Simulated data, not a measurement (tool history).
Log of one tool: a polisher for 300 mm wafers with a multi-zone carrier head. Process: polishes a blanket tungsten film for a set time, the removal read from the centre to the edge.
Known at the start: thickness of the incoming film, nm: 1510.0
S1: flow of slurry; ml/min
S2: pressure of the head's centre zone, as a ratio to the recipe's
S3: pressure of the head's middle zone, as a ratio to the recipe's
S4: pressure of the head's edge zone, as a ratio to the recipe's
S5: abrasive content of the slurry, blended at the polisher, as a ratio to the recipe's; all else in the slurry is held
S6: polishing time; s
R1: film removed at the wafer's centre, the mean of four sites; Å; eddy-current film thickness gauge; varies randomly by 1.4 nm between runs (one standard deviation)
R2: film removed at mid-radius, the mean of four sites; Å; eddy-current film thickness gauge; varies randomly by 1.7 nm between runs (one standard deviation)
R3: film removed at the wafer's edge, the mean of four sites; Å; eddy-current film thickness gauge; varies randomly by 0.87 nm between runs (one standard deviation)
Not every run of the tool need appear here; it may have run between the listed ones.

Run 1, hour 0: S1 250 ml/min, S2 1, S3 1, S4 1, S5 1, S6 89 s. Result: R1 2458.7 Å, R2 2468.1 Å, R3 2479 Å.
Run 2, hour 5.4: S1 250 ml/min, S2 1.09, S3 1, S4 1, S5 1, S6 89 s. Result: R1 2723.2 Å, R2 2477.3 Å, R3 2482.7 Å.
Run 3, hour 12: S1 250 ml/min, S2 1.09, S3 0.99, S4 0.98, S5 0.95, S6 82 s. Result: R1 2444.7 Å, R2 2209.3 Å, R3 2222.6 Å.
Run 4, hour 16.6: S1 250 ml/min, S2 1.09, S3 0.98, S4 0.96, S5 0.9, S6 77 s. Result: R1 2249.8 Å, R2 2033.4 Å, R3 2050.8 Å.
Run 5, hour 19.6: S1 250 ml/min, S2 1.09, S3 0.98, S4 0.94, S5 0.85, S6 73 s. Result: R1 2081.1 Å, R2 1868.5 Å, R3 1862.4 Å.
Run 6, hour 28.3: S1 250 ml/min, S2 1.09, S3 0.97, S4 0.92, S5 0.8, S6 70 s. Result: R1 1951.9 Å, R2 1766.8 Å, R3 1722.7 Å.

Predict the results of run 7:
Run 7, hour 33.2: S1 250 ml/min, S2 1.09, S3 0.97, S4 0.92, S5 0.8, S6 70 s. Result: R1 ?, R2 ?, R3 ?.

{"run 7": {"R1": 1945.3, "R2": 1762.3, "R3": 1722.6}}
